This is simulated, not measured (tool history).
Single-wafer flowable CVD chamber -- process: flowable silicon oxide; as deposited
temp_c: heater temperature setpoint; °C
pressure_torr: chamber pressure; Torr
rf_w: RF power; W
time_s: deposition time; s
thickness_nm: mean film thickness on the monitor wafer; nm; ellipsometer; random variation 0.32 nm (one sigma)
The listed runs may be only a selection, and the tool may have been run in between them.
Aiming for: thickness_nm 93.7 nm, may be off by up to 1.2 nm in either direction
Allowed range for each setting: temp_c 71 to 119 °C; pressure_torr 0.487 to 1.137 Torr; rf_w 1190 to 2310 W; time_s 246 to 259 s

run	day	temp_c	pressure_torr	rf_w	time_s	thickness_nm
1	0	95	0.812	1750	259	156.9
2	0.112	99	0.812	1750	259	139.81
3	0.212	103	0.812	1750	259	123.82
4	0.496	93	0.812	1750	259	165.2
5	0.629	93	0.889	1750	259	181.23
# day 0.721: capacitance manometer re-zeroed and calibrated
6	0.721	93	0.889	1750	246	182.9
7	0.783	99	0.889	1750	246	154.92
8	1.096	104	0.889	1750	246	132.52
9	1.375	107	0.889	1750	246	122.53
10	1.483	110	0.889	1750	246	111.71
11	1.542	112	0.889	1750	246	105.49

4 candidate next runs follow, results not yet known. Just one meets every target within its allowed miss. Identify it.
A	1.6	111	0.812	1815	246	?
B	1.6	109	0.782	1675	246	?
C	1.6	117	0.872	1950	249	?
D	1.6	111	0.843	1645	249	?

move	thickness_nm
A	100.11
B	100.45
C	93.202
D	102.82
A: better than the last run, though not everything is in spec
B: better than the last run, though not everything is in spec
C: in spec on every target
D: better than the last run, though not everything is in spec
The move that meets every target is C.
